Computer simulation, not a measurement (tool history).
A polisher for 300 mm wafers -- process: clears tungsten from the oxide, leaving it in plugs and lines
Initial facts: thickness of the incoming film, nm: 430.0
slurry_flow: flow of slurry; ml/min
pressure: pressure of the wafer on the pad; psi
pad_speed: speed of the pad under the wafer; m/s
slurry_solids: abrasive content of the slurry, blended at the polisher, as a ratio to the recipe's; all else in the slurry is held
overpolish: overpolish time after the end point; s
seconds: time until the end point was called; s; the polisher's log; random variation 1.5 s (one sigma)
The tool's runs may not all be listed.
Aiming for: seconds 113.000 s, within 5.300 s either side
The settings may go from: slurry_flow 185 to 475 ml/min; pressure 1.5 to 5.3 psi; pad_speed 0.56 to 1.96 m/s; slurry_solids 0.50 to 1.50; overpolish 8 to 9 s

run 1 hour=0.0 | slurry_flow=305 pressure=3.4 pad_speed=1.26 slurry_solids=1.00 overpolish=9 | seconds=80.544
run 2 hour=4.5 | slurry_flow=305 pressure=3.4 pad_speed=1.46 slurry_solids=1.00 overpolish=9 | seconds=69.475
run 3 hour=7.0 | slurry_flow=305 pressure=3.4 pad_speed=1.32 slurry_solids=1.00 overpolish=9 | seconds=76.823
run 4 hour=8.1 | slurry_flow=365 pressure=3.4 pad_speed=1.32 slurry_solids=1.00 overpolish=9 | seconds=76.116
run 5 hour=15.0 | slurry_flow=310 pressure=3.4 pad_speed=1.32 slurry_solids=1.00 overpolish=9 | seconds=76.262
run 6 hour=23.6 | slurry_flow=310 pressure=3.2 pad_speed=1.32 slurry_solids=1.00 overpolish=9 | seconds=81.126
run 7 hour=27.1 | slurry_flow=310 pressure=3.1 pad_speed=1.32 slurry_solids=1.00 overpolish=9 | seconds=84.323
run 8 hour=28.7 | slurry_flow=310 pressure=3.0 pad_speed=1.32 slurry_solids=1.00 overpolish=9 | seconds=85.732
run 9 hour=37.4 | slurry_flow=310 pressure=2.9 pad_speed=1.32 slurry_solids=1.00 overpolish=9 | seconds=90.210
run 10 hour=44.9 | slurry_flow=310 pressure=2.9 pad_speed=1.32 slurry_solids=1.00 overpolish=9 | seconds=92.060
run 11 hour=45.7 | slurry_flow=310 pressure=2.8 pad_speed=1.32 slurry_solids=1.00 overpolish=9 | seconds=91.526
run 12 hour=52.0 | slurry_flow=310 pressure=2.7 pad_speed=1.32 slurry_solids=1.00 overpolish=9 | seconds=95.676
run 13 hour=57.5 | slurry_flow=310 pressure=2.6 pad_speed=1.32 slurry_solids=1.00 overpolish=9 | seconds=101.910
run 14 hour=60.2 | slurry_flow=310 pressure=2.4 pad_speed=1.32 slurry_solids=1.00 overpolish=9 | seconds=108.520
run 15 hour=61.7 | slurry_flow=310 pressure=2.4 pad_speed=1.32 slurry_solids=1.00 overpolish=9 | seconds=106.220

Of the 4 settings listed for the next run, only one would bring every result within its allowed miss of target. Which one?
run A hour=63.2 | slurry_flow=285 pressure=2.8 pad_speed=1.26 slurry_solids=1.15 overpolish=8 | seconds=?
run B hour=63.2 | slurry_flow=335 pressure=2.4 pad_speed=1.44 slurry_solids=1.00 overpolish=8 | seconds=?
run C hour=63.2 | slurry_flow=265 pressure=3.0 pad_speed=1.20 slurry_solids=0.80 overpolish=9 | seconds=?
run D hour=63.2 | slurry_flow=290 pressure=2.4 pad_speed=1.28 slurry_solids=0.95 overpolish=8 | seconds=?

move=A seconds=96.087
move=B seconds=98.680
move=C seconds=100.220
move=D seconds=112.870
A: misses by more than the last run did
B: misses by more than the last run did
C: misses by more than the last run did
D: all results land within tolerance of their targets
The right move is D.
